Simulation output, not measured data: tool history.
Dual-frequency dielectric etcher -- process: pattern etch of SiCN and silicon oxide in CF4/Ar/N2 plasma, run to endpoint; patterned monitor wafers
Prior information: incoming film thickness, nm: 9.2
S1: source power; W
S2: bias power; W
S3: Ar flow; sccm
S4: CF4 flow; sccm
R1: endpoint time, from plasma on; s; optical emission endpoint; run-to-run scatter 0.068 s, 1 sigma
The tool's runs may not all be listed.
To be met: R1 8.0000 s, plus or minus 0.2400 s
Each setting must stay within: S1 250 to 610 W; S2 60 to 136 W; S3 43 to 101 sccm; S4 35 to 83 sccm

run,hour,S1,S2,S3,S4,R1
1,0.0,430,98,72,59,9.2298
2,1.2,430,98,72,65,9.3488
3,5.7,430,98,65,65,9.2820
4,10.3,430,98,65,75,9.0017
5,14.8,440,98,65,75,8.7427
6,19.6,440,84,65,75,9.2297
7,28.2,450,85,65,75,8.9733
8,28.9,460,85,65,75,8.7472
9,37.6,470,85,65,75,8.7323
10,41.6,520,87,64,75,7.5092

Which of these 5 next moves meets every target?
A,45.6,520,98,68,75,?
B,45.6,610,78,72,83,?
C,45.6,470,114,74,76,?
D,45.6,550,129,75,65,?
E,45.6,550,82,63,82,?

move,R1
A,7.4451
B,6.7884
C,7.9656
D,6.5290
E,7.3037
A: the biggest miss grows against the last run
B: the biggest miss grows against the last run
C: every result within its allowed miss
D: the biggest miss grows against the last run
E: the biggest miss grows against the last run
So the answer is move C, the one that meets all the targets.
